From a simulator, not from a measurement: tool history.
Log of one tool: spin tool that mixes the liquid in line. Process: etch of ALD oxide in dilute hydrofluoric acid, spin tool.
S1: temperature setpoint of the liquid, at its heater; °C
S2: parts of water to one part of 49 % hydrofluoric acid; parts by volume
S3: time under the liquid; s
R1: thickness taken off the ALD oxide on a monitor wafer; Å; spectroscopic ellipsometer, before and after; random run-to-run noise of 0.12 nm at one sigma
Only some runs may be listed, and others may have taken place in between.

run 1 day=0 | S1=22 S2=175 S3=60 | R1=92.333
run 2 day=0.375 | S1=24.5 S2=165 S3=60 | R1=110.09
run 3 day=0.429 | S1=26 S2=160 S3=60 | R1=120.1
run 4 day=0.533 | S1=27 S2=155 S3=60 | R1=128.16
run 5 day=0.908 | S1=27 S2=155 S3=40 | R1=86.583
run 6 day=1.162 | S1=29 S2=155 S3=40 | R1=92.544
run 7 day=1.25 | S1=28.5 S2=135 S3=40 | R1=107.26
run 8 day=1.504 | S1=28.5 S2=115 S3=40 | R1=127.44

Run 9 is up next; what results do you expect?
run 9 day=1.583 | S1=28.5 S2=105 S3=40 | R1=?

{"run 9": {"R1": 141.84}}
